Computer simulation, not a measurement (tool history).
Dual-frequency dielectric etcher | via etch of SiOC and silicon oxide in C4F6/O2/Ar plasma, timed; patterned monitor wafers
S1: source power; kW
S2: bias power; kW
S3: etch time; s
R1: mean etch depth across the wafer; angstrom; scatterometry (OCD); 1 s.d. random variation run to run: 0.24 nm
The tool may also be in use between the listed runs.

Run 1, hour 0.0: S1 0.410 kW, S2 0.155 kW, S3 41.0 s. Result: R1 439.76 angstrom.
Run 2, hour 7.1: S1 0.410 kW, S2 0.155 kW, S3 41.0 s. Result: R1 439.02 angstrom.
Run 3, hour 15.5: S1 0.450 kW, S2 0.155 kW, S3 41.0 s. Result: R1 453.12 angstrom.
Run 4, hour 18.3: S1 0.450 kW, S2 0.134 kW, S3 41.0 s. Result: R1 443.28 angstrom.
Run 5, hour 20.7: S1 0.390 kW, S2 0.134 kW, S3 41.0 s. Result: R1 418.93 angstrom.
Run 6, hour 27.8: S1 0.420 kW, S2 0.134 kW, S3 41.0 s. Result: R1 427.07 angstrom.
Run 7, hour 32.7: S1 0.410 kW, S2 0.131 kW, S3 41.0 s. Result: R1 429.60 angstrom.

Predict the results of run 8:
Run 8, hour 39.9: S1 0.390 kW, S2 0.128 kW, S3 40.5 s. Result: R1 ?.

R1: 408.22 angstrom

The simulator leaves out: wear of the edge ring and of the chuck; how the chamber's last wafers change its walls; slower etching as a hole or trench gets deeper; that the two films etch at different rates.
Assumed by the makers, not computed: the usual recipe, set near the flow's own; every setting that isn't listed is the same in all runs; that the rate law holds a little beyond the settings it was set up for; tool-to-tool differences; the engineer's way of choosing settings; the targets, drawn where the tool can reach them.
